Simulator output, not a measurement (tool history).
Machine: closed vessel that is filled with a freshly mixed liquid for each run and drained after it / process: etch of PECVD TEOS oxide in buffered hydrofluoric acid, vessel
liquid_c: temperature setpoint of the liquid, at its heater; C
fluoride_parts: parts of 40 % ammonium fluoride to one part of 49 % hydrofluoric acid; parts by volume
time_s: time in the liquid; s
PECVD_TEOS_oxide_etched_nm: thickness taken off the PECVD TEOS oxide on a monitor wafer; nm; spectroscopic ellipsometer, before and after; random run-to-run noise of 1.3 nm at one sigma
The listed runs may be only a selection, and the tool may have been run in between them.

| run | hour | liquid_c | fluoride_parts | time_s | PECVD_TEOS_oxide_etched_nm |
|---|---|---|---|---|---|
| 1 | 0 | 20 | 12 | 105 | 89.613 |
| 2 | 6.2 | 21 | 11 | 105 | 103.16 |
| 3 | 13.2 | 21 | 11 | 115 | 113.27 |
| 4 | 21.4 | 22 | 10.5 | 115 | 125.65 |
| 5 | 23.9 | 22 | 10.5 | 105 | 115.23 |
| 6 | 26.5 | 25 | 10.5 | 105 | 135.25 |
| 7 | 29.6 | 25.5 | 10 | 105 | 145 |
| 8 | 35.8 | 26 | 9.5 | 105 | 154.52 |

Run 9 is up next; what results do you expect?
| 9 | 41.5 | 26 | 9 | 105 | ? |

{"run 9": {"PECVD_TEOS_oxide_etched_nm": 158.27}}
